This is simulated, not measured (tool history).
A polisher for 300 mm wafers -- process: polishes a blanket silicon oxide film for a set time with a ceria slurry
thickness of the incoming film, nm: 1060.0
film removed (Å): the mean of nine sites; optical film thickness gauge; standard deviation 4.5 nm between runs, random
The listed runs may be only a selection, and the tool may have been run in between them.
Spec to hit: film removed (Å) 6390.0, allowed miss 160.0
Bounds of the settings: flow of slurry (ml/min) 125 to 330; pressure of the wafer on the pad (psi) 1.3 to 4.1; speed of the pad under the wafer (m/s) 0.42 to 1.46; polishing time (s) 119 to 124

| run | hour | flow of slurry (ml/min) | pressure of the wafer on the pad (psi) | speed of the pad under the wafer (m/s) | polishing time (s) | film removed (Å) |
|---|---|---|---|---|---|---|
| 1 | 0.0 | 210 | 2.7 | 0.94 | 119 | 4957.2 |
| 2 | 3.9 | 160 | 2.7 | 0.94 | 119 | 4757.0 |
| 3 | 7.1 | 160 | 2.7 | 1.04 | 119 | 5220.3 |
| 4 | 15.7 | 180 | 2.8 | 1.04 | 119 | 5496.5 |
| 5 | 17.3 | 130 | 2.8 | 1.04 | 119 | 5302.6 |
| 6 | 18.2 | 150 | 2.9 | 1.04 | 119 | 5535.5 |
| 7 | 22.8 | 170 | 2.9 | 1.04 | 119 | 5686.9 |
| 8 | 29.3 | 185 | 2.9 | 1.04 | 119 | 5747.8 |
| 9 | 35.4 | 200 | 2.9 | 1.04 | 119 | 5753.1 |
| 10 | 37.9 | 210 | 2.9 | 1.04 | 119 | 5852.0 |
| 11 | 42.4 | 220 | 2.9 | 1.04 | 119 | 5883.9 |
| 12 | 50.3 | 220 | 2.9 | 1.04 | 119 | 5820.0 |
| 13 | 56.1 | 225 | 2.9 | 1.04 | 119 | 5778.1 |
| 14 | 61.2 | 225 | 3.0 | 1.04 | 119 | 6030.6 |

Below are 4 possible settings for the next run. Only one of them brings all results inside the allowed miss of their targets. Which is it?
| A | 66.3 | 195 | 3.1 | 1.16 | 120 | ? |
| B | 66.3 | 265 | 3.6 | 0.86 | 124 | ? |
| C | 66.3 | 250 | 2.6 | 1.10 | 123 | ? |
| D | 66.3 | 330 | 2.8 | 1.00 | 124 | ? |

| move | film removed (Å) |
|---|---|
| A | 6821.4 |
| B | 6269.9 |
| C | 5774.8 |
| D | 5827.7 |
A: takes the result that was furthest off past its target
B: all results land within tolerance of their targets
C: moves away from the targets compared with the last run
D: moves away from the targets compared with the last run
Move B is the one to make.

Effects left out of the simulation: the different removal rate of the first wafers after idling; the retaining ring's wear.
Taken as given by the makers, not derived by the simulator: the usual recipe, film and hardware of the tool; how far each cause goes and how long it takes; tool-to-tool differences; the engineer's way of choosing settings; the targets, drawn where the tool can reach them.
